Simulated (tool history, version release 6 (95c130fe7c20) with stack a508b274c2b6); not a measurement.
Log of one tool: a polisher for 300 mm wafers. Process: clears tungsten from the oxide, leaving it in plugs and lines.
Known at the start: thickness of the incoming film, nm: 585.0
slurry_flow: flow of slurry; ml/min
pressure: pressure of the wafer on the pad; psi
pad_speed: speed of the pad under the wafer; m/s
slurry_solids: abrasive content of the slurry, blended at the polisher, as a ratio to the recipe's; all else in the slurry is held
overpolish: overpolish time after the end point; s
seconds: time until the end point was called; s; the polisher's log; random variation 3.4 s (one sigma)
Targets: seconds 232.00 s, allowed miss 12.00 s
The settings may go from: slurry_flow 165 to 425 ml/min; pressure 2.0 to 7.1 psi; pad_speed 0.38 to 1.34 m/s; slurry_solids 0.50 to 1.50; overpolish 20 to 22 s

{"run": 1, "hour": 0.0, "slurry_flow": 275, "pressure": 4.5, "pad_speed": 0.86, "slurry_solids": 1.0, "overpolish": 20, "seconds": 129.5}
{"run": 2, "hour": 7.4, "slurry_flow": 275, "pressure": 4.1, "pad_speed": 0.86, "slurry_solids": 1.0, "overpolish": 20, "seconds": 144.63}
{"run": 3, "hour": 9.3, "slurry_flow": 275, "pressure": 5.0, "pad_speed": 0.86, "slurry_solids": 1.0, "overpolish": 20, "seconds": 118.3}
{"run": 4, "hour": 12.7, "slurry_flow": 275, "pressure": 4.0, "pad_speed": 0.86, "slurry_solids": 1.0, "overpolish": 20, "seconds": 147.89}
{"run": 5, "hour": 16.0, "slurry_flow": 275, "pressure": 4.0, "pad_speed": 0.86, "slurry_solids": 1.15, "overpolish": 20, "seconds": 141.27}
{"run": 6, "hour": 21.4, "slurry_flow": 275, "pressure": 4.7, "pad_speed": 0.86, "slurry_solids": 1.15, "overpolish": 20, "seconds": 124.32}
{"run": 7, "hour": 26.4, "slurry_flow": 275, "pressure": 4.3, "pad_speed": 0.84, "slurry_solids": 1.15, "overpolish": 20, "seconds": 142.67}
{"run": 8, "hour": 33.8, "slurry_flow": 275, "pressure": 4.0, "pad_speed": 0.84, "slurry_solids": 1.15, "overpolish": 20, "seconds": 144.17}
{"run": 9, "hour": 35.4, "slurry_flow": 275, "pressure": 3.7, "pad_speed": 0.82, "slurry_solids": 1.15, "overpolish": 20, "seconds": 166.55}
{"run": 10, "hour": 39.9, "slurry_flow": 275, "pressure": 3.5, "pad_speed": 0.82, "slurry_solids": 1.15, "overpolish": 20, "seconds": 169.58}
{"run": 11, "hour": 42.0, "slurry_flow": 275, "pressure": 3.3, "pad_speed": 0.82, "slurry_solids": 1.15, "overpolish": 20, "seconds": 186.29}
{"run": 12, "hour": 45.4, "slurry_flow": 275, "pressure": 3.2, "pad_speed": 0.82, "slurry_solids": 1.15, "overpolish": 20, "seconds": 188.54}
{"run": 13, "hour": 46.4, "slurry_flow": 275, "pressure": 3.1, "pad_speed": 0.82, "slurry_solids": 1.15, "overpolish": 20, "seconds": 194.57}
{"run": 14, "hour": 49.1, "slurry_flow": 275, "pressure": 3.0, "pad_speed": 0.82, "slurry_solids": 1.15, "overpolish": 20, "seconds": 195.87}
{"run": 15, "hour": 58.0, "slurry_flow": 275, "pressure": 2.9, "pad_speed": 0.82, "slurry_solids": 1.15, "overpolish": 20, "seconds": 205.29}
{"run": 16, "hour": 64.5, "slurry_flow": 275, "pressure": 2.8, "pad_speed": 0.82, "slurry_solids": 1.15, "overpolish": 20, "seconds": 211.77}

4 next moves are on the table. One of them brings every result within its allowed miss. Which?
{"run": "A", "hour": 71.0, "slurry_flow": 235, "pressure": 2.4, "pad_speed": 0.86, "slurry_solids": 1.3, "overpolish": 20, "seconds": "?"}
{"run": "B", "hour": 71.0, "slurry_flow": 280, "pressure": 3.1, "pad_speed": 0.8, "slurry_solids": 1.2, "overpolish": 20, "seconds": "?"}
{"run": "C", "hour": 71.0, "slurry_flow": 250, "pressure": 3.2, "pad_speed": 0.9, "slurry_solids": 1.1, "overpolish": 20, "seconds": "?"}
{"run": "D", "hour": 71.0, "slurry_flow": 230, "pressure": 3.3, "pad_speed": 0.76, "slurry_solids": 1.0, "overpolish": 20, "seconds": "?"}

move=A seconds=234.02
move=B seconds=195.25
move=C seconds=173.46
move=D seconds=203.37
A: meets every target
B: further off than the last run
C: further off than the last run
D: further off than the last run
Answer: A

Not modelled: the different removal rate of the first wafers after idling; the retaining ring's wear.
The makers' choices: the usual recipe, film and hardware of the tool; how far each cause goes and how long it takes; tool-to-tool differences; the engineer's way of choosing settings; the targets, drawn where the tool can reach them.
